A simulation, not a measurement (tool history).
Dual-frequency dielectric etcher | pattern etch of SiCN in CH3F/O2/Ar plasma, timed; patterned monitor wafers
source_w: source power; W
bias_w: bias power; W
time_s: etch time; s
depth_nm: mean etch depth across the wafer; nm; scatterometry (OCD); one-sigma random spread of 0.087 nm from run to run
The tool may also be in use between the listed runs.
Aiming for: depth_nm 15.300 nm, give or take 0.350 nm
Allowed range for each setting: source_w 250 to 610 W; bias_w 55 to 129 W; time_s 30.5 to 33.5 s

{"run": 1, "hour": 0.0, "source_w": 430, "bias_w": 92, "time_s": 33.5, "depth_nm": 13.323}
{"run": 2, "hour": 5.9, "source_w": 460, "bias_w": 94, "time_s": 33.5, "depth_nm": 13.74}
{"run": 3, "hour": 14.1, "source_w": 480, "bias_w": 96, "time_s": 33.5, "depth_nm": 13.998}
{"run": 4, "hour": 16.4, "source_w": 500, "bias_w": 98, "time_s": 33.5, "depth_nm": 14.312}
{"run": 5, "hour": 21.1, "source_w": 500, "bias_w": 111, "time_s": 33.5, "depth_nm": 14.899}
{"run": 6, "hour": 25.3, "source_w": 500, "bias_w": 111, "time_s": 30.5, "depth_nm": 13.501}
{"run": 7, "hour": 27.4, "source_w": 520, "bias_w": 114, "time_s": 31.0, "depth_nm": 13.916}
{"run": 8, "hour": 35.3, "source_w": 530, "bias_w": 117, "time_s": 31.5, "depth_nm": 14.373}

Which single option among these 5 for the next run brings every result within its allowed miss of target? Just one does.
{"run": "A", "hour": 43.2, "source_w": 520, "bias_w": 118, "time_s": 32.0, "depth_nm": "?"}
{"run": "B", "hour": 43.2, "source_w": 560, "bias_w": 86, "time_s": 32.0, "depth_nm": "?"}
{"run": "C", "hour": 43.2, "source_w": 490, "bias_w": 126, "time_s": 30.5, "depth_nm": "?"}
{"run": "D", "hour": 43.2, "source_w": 560, "bias_w": 119, "time_s": 32.5, "depth_nm": "?"}
{"run": "E", "hour": 43.2, "source_w": 500, "bias_w": 125, "time_s": 30.5, "depth_nm": "?"}

move=A depth_nm=14.484
move=B depth_nm=13.665
move=C depth_nm=13.788
move=D depth_nm=15.121
move=E depth_nm=13.849
A: nearer the targets than the last run, but a result is still out of spec
B: lands further from the targets than the last run did
C: lands further from the targets than the last run did
D: each result inside its tolerance
E: lands further from the targets than the last run did
Go with D: it meets all targets.
